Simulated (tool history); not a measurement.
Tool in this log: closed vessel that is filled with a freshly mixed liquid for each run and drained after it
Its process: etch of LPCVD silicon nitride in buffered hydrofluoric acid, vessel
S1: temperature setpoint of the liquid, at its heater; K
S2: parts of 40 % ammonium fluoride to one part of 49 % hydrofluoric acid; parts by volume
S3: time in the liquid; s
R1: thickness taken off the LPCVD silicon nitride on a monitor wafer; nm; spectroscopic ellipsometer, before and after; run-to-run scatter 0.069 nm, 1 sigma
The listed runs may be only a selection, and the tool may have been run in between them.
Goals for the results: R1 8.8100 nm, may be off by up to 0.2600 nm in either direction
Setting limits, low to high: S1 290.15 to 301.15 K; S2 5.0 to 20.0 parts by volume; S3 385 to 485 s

run 1 hour=0.0 | S1=293.15 S2=12.0 S3=485 | R1=4.4532
run 2 hour=4.9 | S1=293.15 S2=14.5 S3=485 | R1=3.7359
run 3 hour=14.1 | S1=290.65 S2=14.5 S3=485 | R1=3.1922
run 4 hour=18.6 | S1=290.65 S2=14.5 S3=485 | R1=3.2570
run 5 hour=24.4 | S1=293.15 S2=13.0 S3=485 | R1=4.1321
run 6 hour=29.8 | S1=293.15 S2=16.0 S3=485 | R1=3.3781
run 7 hour=36.9 | S1=297.15 S2=12.0 S3=485 | R1=5.5181
run 8 hour=44.5 | S1=298.15 S2=11.0 S3=485 | R1=6.4969
run 9 hour=49.5 | S1=299.15 S2=10.5 S3=485 | R1=7.0855

Of the 4 settings listed for the next run, only one would bring every result within its allowed miss of target. Which one?
run A hour=54.5 | S1=296.15 S2=10.5 S3=400 | R1=?
run B hour=54.5 | S1=299.65 S2=6.5 S3=405 | R1=?
run C hour=54.5 | S1=300.15 S2=6.5 S3=400 | R1=?
run D hour=54.5 | S1=301.15 S2=8.5 S3=450 | R1=?

move=A R1=4.9948
move=B R1=9.5881
move=C R1=9.7262
move=D R1=8.7739
A: misses by more than the last run did
B: moves the result that the last run missed by most past its target, out the other side
C: moves the result that the last run missed by most past its target, out the other side
D: all results in spec
Correct choice: D, which meets every target

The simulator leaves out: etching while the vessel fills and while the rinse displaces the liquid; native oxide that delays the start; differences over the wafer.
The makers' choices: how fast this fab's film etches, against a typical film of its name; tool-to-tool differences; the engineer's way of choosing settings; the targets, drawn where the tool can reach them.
